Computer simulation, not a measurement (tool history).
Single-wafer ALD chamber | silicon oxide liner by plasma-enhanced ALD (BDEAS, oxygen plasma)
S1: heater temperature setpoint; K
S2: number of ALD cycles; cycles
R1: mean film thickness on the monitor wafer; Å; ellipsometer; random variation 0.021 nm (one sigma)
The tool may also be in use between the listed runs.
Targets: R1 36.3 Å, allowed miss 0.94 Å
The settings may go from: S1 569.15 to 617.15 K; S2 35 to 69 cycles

| run | hour | S1 | S2 | R1 |
|---|---|---|---|---|
| 1 | 0 | 593.15 | 52 | 47.238 |
| 2 | 1.4 | 593.15 | 55 | 49.614 |
| 3 | 3.2 | 588.15 | 55 | 50.534 |
| 4 | 10.2 | 590.15 | 51 | 46.761 |
|  | 15.2 | thermocouple changed; heater temperature recalibrated |
| 5 | 15.2 | 590.15 | 45 | 41.334 |
| 6 | 16.1 | 583.15 | 45 | 41.567 |
| 7 | 18.4 | 583.15 | 43 | 39.614 |
| 8 | 25.3 | 583.15 | 42 | 39.136 |
| 9 | 34.3 | 583.15 | 41 | 37.887 |

5 next moves are on the table. One of them brings every result within its allowed miss. Which?
| A | 43.3 | 585.15 | 37 | ? |
| B | 43.3 | 586.15 | 37 | ? |
| C | 43.3 | 573.15 | 39 | ? |
| D | 43.3 | 590.15 | 42 | ? |
| E | 43.3 | 580.15 | 37 | ? |

| move | R1 |
|---|---|
| A | 34.227 |
| B | 34.184 |
| C | 36.62 |
| D | 38.609 |
| E | 34.442 |
A: takes the result that was furthest off past its target
B: takes the result that was furthest off past its target
C: meets every target
D: further off than the last run
E: takes the result that was furthest off past its target
Answer: C

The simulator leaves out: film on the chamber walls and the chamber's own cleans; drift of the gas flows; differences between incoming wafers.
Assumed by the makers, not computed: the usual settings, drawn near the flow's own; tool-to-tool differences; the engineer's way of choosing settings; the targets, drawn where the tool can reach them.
